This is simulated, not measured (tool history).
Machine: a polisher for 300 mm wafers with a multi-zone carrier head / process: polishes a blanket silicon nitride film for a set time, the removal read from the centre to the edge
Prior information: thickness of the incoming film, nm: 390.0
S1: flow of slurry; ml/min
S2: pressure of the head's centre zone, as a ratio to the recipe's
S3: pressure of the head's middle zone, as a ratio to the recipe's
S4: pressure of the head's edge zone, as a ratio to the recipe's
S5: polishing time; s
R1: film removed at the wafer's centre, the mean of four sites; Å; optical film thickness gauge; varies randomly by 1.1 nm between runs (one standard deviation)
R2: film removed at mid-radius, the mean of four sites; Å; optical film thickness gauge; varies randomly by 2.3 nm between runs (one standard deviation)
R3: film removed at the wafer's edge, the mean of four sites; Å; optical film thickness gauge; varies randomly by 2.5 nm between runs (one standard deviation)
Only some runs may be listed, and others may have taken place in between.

{"run": 1, "day": 0.0, "S1": 165, "S2": 1, "S3": 1, "S4": 1, "S5": 69, "R1": 1366.1, "R2": 1589, "R3": 1516.3}
{"run": 2, "day": 0.154, "S1": 190, "S2": 1, "S3": 1, "S4": 1, "S5": 69, "R1": 1407.5, "R2": 1630.4, "R3": 1584.7}
{"run": 3, "day": 0.496, "S1": 210, "S2": 1, "S3": 1, "S4": 1, "S5": 69, "R1": 1436.4, "R2": 1695.5, "R3": 1588.2}
{"run": 4, "day": 0.592, "S1": 210, "S2": 1.05, "S3": 1, "S4": 1, "S5": 69, "R1": 1526.2, "R2": 1615.5, "R3": 1569.3}
{"run": 5, "day": 0.617, "S1": 220, "S2": 1.05, "S3": 1.01, "S4": 1.04, "S5": 71, "R1": 1564, "R2": 1738.4, "R3": 1674.4}
{"run": 6, "day": 0.779, "S1": 225, "S2": 1.06, "S3": 1.01, "S4": 1.07, "S5": 72, "R1": 1617.2, "R2": 1778.7, "R3": 1729.3}
{"day": 0.912, "done": "centre zone pressure recalibrated"}
{"run": 7, "day": 0.912, "S1": 230, "S2": 1.06, "S3": 1.01, "S4": 1.1, "S5": 73, "R1": 1789.4, "R2": 1740.7, "R3": 1792.3}

Estimate the outcome of run 8 from the log above:
{"run": 8, "day": 1.267, "S1": 225, "S2": 1.03, "S3": 1.02, "S4": 1.11, "S5": 74, "R1": "?", "R2": "?", "R3": "?"}

Run 8 gave R1 1755 Å, R2 1817.3 Å, R3 1795.5 Å.

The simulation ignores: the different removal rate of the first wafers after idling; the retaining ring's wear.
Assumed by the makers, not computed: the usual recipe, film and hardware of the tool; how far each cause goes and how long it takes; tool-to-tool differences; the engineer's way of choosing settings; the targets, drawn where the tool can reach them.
